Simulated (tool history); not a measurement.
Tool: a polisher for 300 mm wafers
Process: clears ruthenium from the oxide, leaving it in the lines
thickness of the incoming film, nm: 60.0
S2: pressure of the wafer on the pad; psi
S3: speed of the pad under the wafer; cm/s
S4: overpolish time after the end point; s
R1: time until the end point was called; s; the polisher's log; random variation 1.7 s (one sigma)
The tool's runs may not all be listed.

Run 1, hour 0: flow of slurry (ml/min) 255, S2 1.6 psi, S3 84 cm/s, S4 8 s. Result: R1 87.522 s.
Run 2, hour 1.8: flow of slurry (ml/min) 255, S2 1.4 psi, S3 84 cm/s, S4 8 s. Result: R1 101.48 s.
Run 3, hour 6.8: flow of slurry (ml/min) 255, S2 1.3 psi, S3 84 cm/s, S4 8 s. Result: R1 107.03 s.
Run 4, hour 11.2: flow of slurry (ml/min) 310, S2 1.3 psi, S3 84 cm/s, S4 8 s. Result: R1 104.11 s.
Run 5, hour 14: flow of slurry (ml/min) 310, S2 1.6 psi, S3 84 cm/s, S4 8 s. Result: R1 88.935 s.
Run 6, hour 17.7: flow of slurry (ml/min) 265, S2 1.6 psi, S3 84 cm/s, S4 8 s. Result: R1 90.92 s.
Run 7, hour 26.4: flow of slurry (ml/min) 265, S2 1.4 psi, S3 84 cm/s, S4 8 s. Result: R1 100.97 s.
Run 8, hour 31.5: flow of slurry (ml/min) 265, S2 1.3 psi, S3 84 cm/s, S4 8 s. Result: R1 105.94 s.

The next listed run, before its measurement:
Run 9, hour 33.9: flow of slurry (ml/min) 265, S2 1.2 psi, S3 84 cm/s, S4 8 s. Result: R1 ?.

R1: 114.94 s
